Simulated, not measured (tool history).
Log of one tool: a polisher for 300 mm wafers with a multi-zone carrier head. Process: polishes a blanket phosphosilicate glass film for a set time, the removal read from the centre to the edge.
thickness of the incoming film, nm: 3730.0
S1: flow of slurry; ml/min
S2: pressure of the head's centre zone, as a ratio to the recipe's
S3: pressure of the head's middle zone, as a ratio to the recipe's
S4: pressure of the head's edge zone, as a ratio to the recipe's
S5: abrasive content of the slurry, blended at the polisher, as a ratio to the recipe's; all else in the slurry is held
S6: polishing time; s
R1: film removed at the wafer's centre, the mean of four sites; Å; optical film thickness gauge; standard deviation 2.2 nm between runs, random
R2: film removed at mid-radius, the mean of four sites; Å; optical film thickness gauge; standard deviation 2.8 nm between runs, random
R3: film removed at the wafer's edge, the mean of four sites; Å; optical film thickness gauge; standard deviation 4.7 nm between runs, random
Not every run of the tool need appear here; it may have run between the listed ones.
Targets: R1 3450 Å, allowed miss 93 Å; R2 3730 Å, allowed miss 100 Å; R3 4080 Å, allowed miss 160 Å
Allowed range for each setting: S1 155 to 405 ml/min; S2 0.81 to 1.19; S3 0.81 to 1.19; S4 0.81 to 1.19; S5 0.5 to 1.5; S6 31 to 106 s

run	day	S1	S2	S3	S4	S5	S6	R1	R2	R3
1	0	260	1	1	1	1	68	7657.7	7751	8129.4
2	0.371	250	0.95	0.96	0.96	0.85	61	6082.1	6322.1	6666.2
3	0.429	240	0.91	0.92	0.93	0.75	56	5075.2	5315.1	5656.9
4	0.558	225	0.88	0.89	0.91	0.7	54	4548.1	4859.9	5366.4
5	0.904	225	0.88	0.92	0.91	0.7	54	4526.8	5024.5	5234.6
6	1.254	220	0.87	0.89	0.89	0.65	52	4232.8	4524	4876
7	1.354	210	0.85	0.87	0.87	0.6	51	3925.7	4175.7	4589.5
8	1.442	185	0.81	0.86	0.81	0.5	49	3223.7	3651.5	3886.6
9	1.75	200	0.81	0.86	0.82	0.5	49	3306.6	3733.2	3939.2
10	1.867	205	0.81	0.85	0.83	0.5	49	3326.1	3681.9	3988.6

Consider the 4 candidate settings below. Which is the only one whose results all fall within their allowed miss of target?
A	1.983	165	0.84	0.9	1.02	0.6	45	?	?	?
B	1.983	170	0.85	0.87	0.86	0.65	46	?	?	?
C	1.983	230	0.83	0.92	0.81	0.55	44	?	?	?
D	1.983	175	0.84	0.89	0.85	0.6	44	?	?	?

move	R1	R2	R3
A	3248.1	3670.8	4239.1
B	3485	3782.6	4141.3
C	3243.2	3751.9	3764.3
D	3219.3	3600.2	3840.7
A: lands further from the targets than the last run did
B: hits every target within its allowed miss
C: lands further from the targets than the last run did
D: lands further from the targets than the last run did
Answer: B

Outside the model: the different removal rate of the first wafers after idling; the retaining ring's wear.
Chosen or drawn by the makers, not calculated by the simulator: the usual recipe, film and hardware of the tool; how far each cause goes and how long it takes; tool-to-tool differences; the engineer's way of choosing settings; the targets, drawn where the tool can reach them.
